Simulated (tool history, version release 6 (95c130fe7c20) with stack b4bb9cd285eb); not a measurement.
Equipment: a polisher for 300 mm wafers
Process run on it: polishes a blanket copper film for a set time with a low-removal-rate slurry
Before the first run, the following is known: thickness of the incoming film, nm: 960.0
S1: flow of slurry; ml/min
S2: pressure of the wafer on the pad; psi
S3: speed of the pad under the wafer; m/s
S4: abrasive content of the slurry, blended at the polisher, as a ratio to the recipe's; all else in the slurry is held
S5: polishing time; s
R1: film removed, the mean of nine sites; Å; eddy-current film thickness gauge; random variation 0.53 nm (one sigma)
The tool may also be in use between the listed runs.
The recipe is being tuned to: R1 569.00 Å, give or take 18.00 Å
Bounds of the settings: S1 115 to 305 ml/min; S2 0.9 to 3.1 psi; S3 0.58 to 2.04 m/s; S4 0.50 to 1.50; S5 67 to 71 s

| run | hour | S1 | S2 | S3 | S4 | S5 | R1 |
|---|---|---|---|---|---|---|---|
| 1 | 0.0 | 195 | 2.0 | 1.30 | 1.00 | 67 | 1336.00 |
| 2 | 6.6 | 195 | 2.0 | 1.30 | 1.10 | 67 | 1371.70 |
| 3 | 9.7 | 195 | 1.8 | 1.24 | 1.10 | 67 | 1196.30 |
| 4 | 18.4 | 195 | 1.7 | 1.18 | 1.10 | 67 | 1067.80 |
| 5 | 22.7 | 195 | 1.9 | 1.18 | 1.10 | 67 | 1197.10 |
| 6 | 28.8 | 195 | 1.8 | 1.14 | 1.10 | 67 | 1084.20 |
| 7 | 30.2 | 195 | 1.7 | 1.12 | 1.10 | 67 | 1013.30 |
| 8 | 35.6 | 195 | 1.7 | 1.12 | 1.10 | 67 | 1028.00 |
| 9 | 42.4 | 195 | 1.6 | 1.08 | 1.10 | 67 | 929.71 |
| 10 | 49.2 | 195 | 1.5 | 1.06 | 1.10 | 67 | 859.70 |
| 11 | 58.1 | 195 | 1.4 | 1.04 | 1.10 | 67 | 773.35 |
| 12 | 61.7 | 195 | 1.3 | 1.04 | 1.10 | 67 | 725.20 |
| 13 | 66.6 | 185 | 1.1 | 1.04 | 1.10 | 67 | 604.78 |
| 14 | 69.1 | 180 | 1.1 | 1.04 | 1.10 | 67 | 612.15 |
|  | 74.0 | worn pad replaced by a new one |
| 15 | 74.0 | 175 | 1.1 | 1.04 | 1.10 | 67 | 673.07 |
| 16 | 77.9 | 180 | 1.1 | 1.04 | 1.10 | 67 | 659.38 |
| 17 | 78.7 | 190 | 1.1 | 1.04 | 1.10 | 67 | 679.73 |
| 18 | 86.4 | 180 | 1.1 | 1.04 | 1.10 | 67 | 669.21 |
| 19 | 92.7 | 185 | 1.1 | 1.04 | 1.10 | 67 | 677.65 |
| 20 | 100.5 | 180 | 1.1 | 1.04 | 1.10 | 67 | 665.69 |
| 21 | 103.9 | 185 | 1.0 | 1.02 | 1.10 | 67 | 600.53 |
| 22 | 109.0 | 185 | 0.9 | 1.02 | 1.10 | 67 | 549.25 |
| 23 | 111.5 | 175 | 0.9 | 1.02 | 1.10 | 67 | 533.55 |
| 24 | 116.5 | 210 | 1.0 | 1.02 | 1.10 | 67 | 613.72 |

Which of these 5 next moves meets every target?
| A | 121.5 | 240 | 0.9 | 1.08 | 1.25 | 67 | ? |
| B | 121.5 | 245 | 1.4 | 0.66 | 1.00 | 70 | ? |
| C | 121.5 | 225 | 1.1 | 0.96 | 1.00 | 67 | ? |
| D | 121.5 | 215 | 0.9 | 0.94 | 1.00 | 71 | ? |
| E | 121.5 | 205 | 0.9 | 1.08 | 1.05 | 71 | ? |

| move | R1 |
|---|---|
| A | 609.40 |
| B | 573.54 |
| C | 617.41 |
| D | 528.00 |
| E | 607.25 |
A: moves toward the targets from the last run without getting all of them in spec
B: meets every target
C: further off than the last run
D: carries the result that was furthest off beyond its target, to the other side
E: moves toward the targets from the last run without getting all of them in spec
Answer: B
